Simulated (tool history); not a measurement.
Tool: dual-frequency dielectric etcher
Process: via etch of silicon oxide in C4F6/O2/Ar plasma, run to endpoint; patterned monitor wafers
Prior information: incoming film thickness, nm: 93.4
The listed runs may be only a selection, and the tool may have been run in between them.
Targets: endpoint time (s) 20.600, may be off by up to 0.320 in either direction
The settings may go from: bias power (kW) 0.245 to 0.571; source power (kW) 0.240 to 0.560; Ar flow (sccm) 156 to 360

run	day	bias power (kW)	source power (kW)	Ar flow (sccm)	endpoint time (s)
1	0.000	0.408	0.400	258	23.093
2	0.262	0.381	0.400	258	23.784
3	0.321	0.381	0.400	231	23.588
4	0.462	0.408	0.400	231	22.699
5	0.692	0.425	0.400	231	22.251
6	0.858	0.379	0.400	231	23.566
7	1.175	0.402	0.400	231	22.952
8	1.512	0.421	0.400	231	22.479

Next run, 5 choices. One meets every target within its allowed miss, the rest don't. Which?
A	1.850	0.454	0.280	259	?
B	1.850	0.451	0.400	229	?
C	1.850	0.473	0.380	228	?
D	1.850	0.493	0.400	218	?
E	1.850	0.387	0.320	243	?

move	endpoint time (s)
A	24.284
B	21.519
C	21.377
D	20.508
E	24.869
A: lands further from the targets than the last run did
B: better than the last run, though not everything is in spec
C: better than the last run, though not everything is in spec
D: all results in spec
E: lands further from the targets than the last run did
So the answer is move D, the one that meets all the targets.
